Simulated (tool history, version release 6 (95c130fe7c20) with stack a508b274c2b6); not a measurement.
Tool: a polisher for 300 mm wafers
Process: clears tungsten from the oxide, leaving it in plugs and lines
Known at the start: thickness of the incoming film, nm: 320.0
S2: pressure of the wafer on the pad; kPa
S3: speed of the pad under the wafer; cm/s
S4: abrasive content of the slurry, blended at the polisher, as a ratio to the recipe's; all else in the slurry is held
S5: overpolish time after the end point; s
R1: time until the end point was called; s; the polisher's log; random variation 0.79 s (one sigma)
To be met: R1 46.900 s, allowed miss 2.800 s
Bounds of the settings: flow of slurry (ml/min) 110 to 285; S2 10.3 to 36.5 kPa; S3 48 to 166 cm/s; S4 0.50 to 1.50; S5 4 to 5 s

{"run": 1, "hour": 0.0, "flow of slurry (ml/min)": 180, "S2": 23.4, "S3": 106, "S4": 1.0, "S5": 5, "R1": 61.185}
{"run": 2, "hour": 3.3, "flow of slurry (ml/min)": 180, "S2": 24.1, "S3": 106, "S4": 1.0, "S5": 5, "R1": 57.847}
{"run": 3, "hour": 7.2, "flow of slurry (ml/min)": 180, "S2": 24.1, "S3": 106, "S4": 1.0, "S5": 4, "R1": 60.217}
{"run": 4, "hour": 9.3, "flow of slurry (ml/min)": 180, "S2": 24.8, "S3": 106, "S4": 1.0, "S5": 4, "R1": 56.072}
{"run": 5, "hour": 12.4, "flow of slurry (ml/min)": 225, "S2": 24.8, "S3": 106, "S4": 1.0, "S5": 4, "R1": 57.188}
{"run": 6, "hour": 17.3, "flow of slurry (ml/min)": 225, "S2": 25.5, "S3": 106, "S4": 1.0, "S5": 4, "R1": 54.678}
{"run": 7, "hour": 19.0, "flow of slurry (ml/min)": 225, "S2": 26.2, "S3": 106, "S4": 1.0, "S5": 4, "R1": 52.574}
{"run": 8, "hour": 25.2, "flow of slurry (ml/min)": 225, "S2": 27.6, "S3": 106, "S4": 1.0, "S5": 4, "R1": 52.378}

Which of these 5 next moves meets every target?
{"run": "A", "hour": 31.4, "flow of slurry (ml/min)": 260, "S2": 29.0, "S3": 82, "S4": 1.05, "S5": 4, "R1": "?"}
{"run": "B", "hour": 31.4, "flow of slurry (ml/min)": 210, "S2": 28.3, "S3": 110, "S4": 1.1, "S5": 4, "R1": "?"}
{"run": "C", "hour": 31.4, "flow of slurry (ml/min)": 220, "S2": 27.6, "S3": 84, "S4": 1.1, "S5": 4, "R1": "?"}
{"run": "D", "hour": 31.4, "flow of slurry (ml/min)": 195, "S2": 24.8, "S3": 120, "S4": 0.9, "S5": 5, "R1": "?"}
{"run": "E", "hour": 31.4, "flow of slurry (ml/min)": 170, "S2": 26.2, "S3": 98, "S4": 0.9, "S5": 5, "R1": "?"}

move=A R1=61.600
move=B R1=47.687
move=C R1=63.056
move=D R1=52.952
move=E R1=62.161
A: further off than the last run
B: meets every target
C: further off than the last run
D: further off than the last run
E: further off than the last run
Answer: B

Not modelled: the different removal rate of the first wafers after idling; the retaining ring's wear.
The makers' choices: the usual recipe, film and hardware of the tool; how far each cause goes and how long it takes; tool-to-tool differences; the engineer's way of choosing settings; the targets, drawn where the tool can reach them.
